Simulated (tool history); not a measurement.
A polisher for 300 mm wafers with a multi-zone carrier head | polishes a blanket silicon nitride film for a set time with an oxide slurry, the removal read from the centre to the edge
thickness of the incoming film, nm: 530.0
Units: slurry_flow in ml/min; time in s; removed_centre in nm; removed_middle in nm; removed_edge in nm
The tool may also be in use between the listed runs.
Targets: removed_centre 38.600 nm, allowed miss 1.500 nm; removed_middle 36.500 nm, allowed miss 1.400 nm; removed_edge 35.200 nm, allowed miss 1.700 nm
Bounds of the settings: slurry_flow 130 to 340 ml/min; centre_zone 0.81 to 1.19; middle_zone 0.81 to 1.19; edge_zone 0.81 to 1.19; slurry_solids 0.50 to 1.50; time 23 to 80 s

run	day	slurry_flow	centre_zone	middle_zone	edge_zone	slurry_solids	time	removed_centre	removed_middle	removed_edge
1	0.000	220	1.00	1.00	1.00	1.00	51	26.731	27.023	27.192
2	0.279	220	1.00	1.00	1.06	1.00	51	25.937	26.637	27.682
3	0.467	230	1.04	1.03	1.06	1.15	51	29.036	29.868	29.524
4	0.642	230	1.04	1.10	1.06	1.15	51	29.650	31.389	29.535
5	0.725	235	1.08	1.09	1.08	1.25	51	32.182	32.368	31.802
6	1.083	245	1.11	1.11	1.09	1.30	51	34.446	33.456	32.618
7	1.146	250	1.12	1.13	1.10	1.35	51	34.302	35.231	33.304
8	1.388	250	1.12	1.13	1.10	1.35	51	34.812	34.603	32.686
9	1.479	250	1.12	1.13	1.10	1.35	51	34.364	35.102	33.433
10	1.767	250	1.14	1.13	1.10	1.40	51	36.654	35.032	33.693
11	1.925	255	1.15	1.13	1.11	1.40	51	36.097	35.125	34.743
12	2.017	255	1.16	1.14	1.10	1.40	51	36.687	35.670	33.688

4 next moves are on the table. One of them brings every result within its allowed miss. Which?
A	2.108	270	1.16	1.12	1.13	1.45	52	?	?	?
B	2.108	205	1.13	1.12	0.97	1.25	55	?	?	?
C	2.108	230	1.18	1.15	1.09	1.30	51	?	?	?
D	2.108	250	0.95	0.94	1.19	1.50	57	?	?	?

move	removed_centre	removed_middle	removed_edge
A	38.546	36.305	35.609
B	36.172	35.113	32.159
C	36.153	34.295	32.404
D	34.657	34.517	40.475
A: meets every target
B: further off than the last run
C: further off than the last run
D: further off than the last run
Move A is the one to make.
